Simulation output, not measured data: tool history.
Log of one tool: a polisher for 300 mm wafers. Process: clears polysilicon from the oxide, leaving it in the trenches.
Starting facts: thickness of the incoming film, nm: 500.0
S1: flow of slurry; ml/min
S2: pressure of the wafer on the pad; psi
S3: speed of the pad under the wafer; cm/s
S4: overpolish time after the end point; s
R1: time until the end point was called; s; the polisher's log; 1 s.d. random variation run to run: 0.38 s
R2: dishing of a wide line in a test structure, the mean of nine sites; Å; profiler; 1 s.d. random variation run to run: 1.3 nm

| run | hour | S1 | S2 | S3 | S4 | R1 | R2 |
|---|---|---|---|---|---|---|---|
| 1 | 0.0 | 290 | 2.0 | 90 | 11 | 58.382 | 493.15 |
| 2 | 8.5 | 355 | 2.0 | 90 | 11 | 56.970 | 493.87 |
| 3 | 11.1 | 355 | 2.2 | 90 | 12 | 51.662 | 563.99 |
| 4 | 14.8 | 355 | 2.2 | 100 | 12 | 47.479 | 577.64 |
| 5 | 16.1 | 355 | 1.8 | 100 | 12 | 57.869 | 514.58 |
| 6 | 23.1 | 355 | 2.0 | 100 | 12 | 51.367 | 555.06 |
| 7 | 29.6 | 355 | 2.1 | 100 | 12 | 50.682 | 571.78 |
| 8 | 31.2 | 355 | 2.2 | 100 | 12 | 47.186 | 575.20 |

Expected results for the next run?
| 9 | 37.8 | 355 | 2.3 | 100 | 12 | ? | ? |

Run 9 measured R1 45.673 s, R2 587.54 Å.
